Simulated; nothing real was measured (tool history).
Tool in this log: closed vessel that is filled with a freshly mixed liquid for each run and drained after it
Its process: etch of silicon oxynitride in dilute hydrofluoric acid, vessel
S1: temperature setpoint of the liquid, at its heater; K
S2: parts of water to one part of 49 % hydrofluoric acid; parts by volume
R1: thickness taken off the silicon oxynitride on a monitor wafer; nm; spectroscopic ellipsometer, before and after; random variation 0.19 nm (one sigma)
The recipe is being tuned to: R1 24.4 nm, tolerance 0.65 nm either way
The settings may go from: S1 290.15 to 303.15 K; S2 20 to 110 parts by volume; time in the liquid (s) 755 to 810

run 1 day=0 | S1=295.15 S2=60 time_in_the_liquid_(s)=755 | R1=36.274
run 2 day=0.054 | S1=294.65 S2=60 time_in_the_liquid_(s)=755 | R1=35.405
run 3 day=0.342 | S1=294.65 S2=60 time_in_the_liquid_(s)=810 | R1=37.787
run 4 day=0.408 | S1=294.15 S2=60 time_in_the_liquid_(s)=810 | R1=36.832
run 5 day=0.696 | S1=293.65 S2=60 time_in_the_liquid_(s)=810 | R1=35.905
run 6 day=0.917 | S1=293.15 S2=60 time_in_the_liquid_(s)=810 | R1=34.654
run 7 day=1.1 | S1=292.65 S2=60 time_in_the_liquid_(s)=810 | R1=34.362
run 8 day=1.208 | S1=292.15 S2=60 time_in_the_liquid_(s)=810 | R1=33.036
run 9 day=1.388 | S1=291.65 S2=60 time_in_the_liquid_(s)=810 | R1=32.79

Exercise: of the 4 proposed moves below, exactly one satisfies all targets within the stated allowed misses. Which move is it?
run A day=1.567 | S1=299.15 S2=50 time_in_the_liquid_(s)=760 | R1=?
run B day=1.567 | S1=292.15 S2=75 time_in_the_liquid_(s)=755 | R1=?
run C day=1.567 | S1=291.65 S2=40 time_in_the_liquid_(s)=810 | R1=?
run D day=1.567 | S1=292.15 S2=40 time_in_the_liquid_(s)=810 | R1=?

move=A R1=53.992
move=B R1=24.878
move=C R1=49.948
move=D R1=51.241
A: moves away from the targets compared with the last run
B: all results land within tolerance of their targets
C: moves away from the targets compared with the last run
D: moves away from the targets compared with the last run
Move B is the one to make.
